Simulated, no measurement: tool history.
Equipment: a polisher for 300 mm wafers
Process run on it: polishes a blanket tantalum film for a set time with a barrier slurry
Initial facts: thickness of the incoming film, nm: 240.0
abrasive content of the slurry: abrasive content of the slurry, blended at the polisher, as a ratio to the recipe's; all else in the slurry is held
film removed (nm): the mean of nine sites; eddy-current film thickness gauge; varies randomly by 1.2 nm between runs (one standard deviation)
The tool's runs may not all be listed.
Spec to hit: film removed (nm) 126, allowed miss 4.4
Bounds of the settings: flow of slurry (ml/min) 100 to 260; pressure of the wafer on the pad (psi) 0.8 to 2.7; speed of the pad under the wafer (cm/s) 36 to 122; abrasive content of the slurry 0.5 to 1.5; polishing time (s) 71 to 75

run,hour,flow of slurry (ml/min),pressure of the wafer on the pad (psi),speed of the pad under the wafer (cm/s),abrasive content of the slurry,polishing time (s),film removed (nm)
1,0,165,1.7,78,1,71,76.889
2,6.8,165,1.7,78,1,71,76.337
3,8.8,170,1.8,78,1,71,80.128
4,13.5,170,2,78,1,71,90.129
5,21.2,170,2.1,78,1,71,93.971
6,22.2,170,2.1,78,1,71,93.342
7,28.6,170,2.2,78,1,71,97.806
8,33.1,175,2.3,78,1,71,102.42
9,34.9,175,2.4,78,1,71,106.27
10,37.4,175,2.4,78,1,71,106.94
11,40.9,175,2.5,78,1,71,112.11
12,45.8,180,2.6,80,1,71,115.45

Which of these 4 next moves meets every target?
A,50.7,160,2.6,80,1.05,72,?
B,50.7,175,2.6,94,0.9,71,?
C,50.7,150,2.7,90,1.05,75,?
D,50.7,235,2.2,84,0.85,73,?

move,film removed (nm)
A,116.34
B,126.29
C,134.76
D,105.9
A: better than the last run, though not everything is in spec
B: in spec on every target
C: takes the biggest miss from the last run beyond its target
D: moves away from the targets compared with the last run
Correct choice: B, which meets every target
